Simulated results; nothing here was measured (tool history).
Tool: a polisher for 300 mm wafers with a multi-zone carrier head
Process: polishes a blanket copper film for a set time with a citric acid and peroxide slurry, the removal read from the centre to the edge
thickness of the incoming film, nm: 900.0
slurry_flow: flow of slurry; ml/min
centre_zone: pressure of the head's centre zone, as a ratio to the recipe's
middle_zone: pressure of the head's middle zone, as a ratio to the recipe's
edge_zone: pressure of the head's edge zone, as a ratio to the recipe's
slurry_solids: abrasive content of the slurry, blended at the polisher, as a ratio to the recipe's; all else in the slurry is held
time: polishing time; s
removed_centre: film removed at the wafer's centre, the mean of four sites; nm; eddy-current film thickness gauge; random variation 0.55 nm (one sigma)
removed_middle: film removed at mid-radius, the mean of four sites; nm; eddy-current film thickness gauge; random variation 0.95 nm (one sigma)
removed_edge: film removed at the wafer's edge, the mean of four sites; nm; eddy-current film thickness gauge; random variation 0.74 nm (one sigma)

run	hour	slurry_flow	centre_zone	middle_zone	edge_zone	slurry_solids	time	removed_centre	removed_middle	removed_edge
1	0	235	1	1	1	1	33	87.341	85.797	85.578
2	5.8	230	0.98	0.99	0.99	0.95	33	84.446	83.653	83.462
3	8.2	230	0.98	1.05	0.99	0.95	33	84.073	87.884	85.057
4	14.5	225	0.96	1.03	0.99	0.9	33	81.7	84.27	85.241
5	17.3	225	0.95	1.02	0.98	0.85	33	79.408	86.209	82.738
6	22	185	0.95	1.02	0.98	0.85	33	77.877	82.133	80.222
7	24	180	0.94	1	0.99	0.85	33	77.06	83.374	81.429

The next listed run, before its measurement:
8	31.2	185	0.94	0.98	1	0.8	33	?	?	?

Run 8 gave removed_centre 75.482 nm, removed_middle 78.13 nm, removed_edge 79.497 nm.
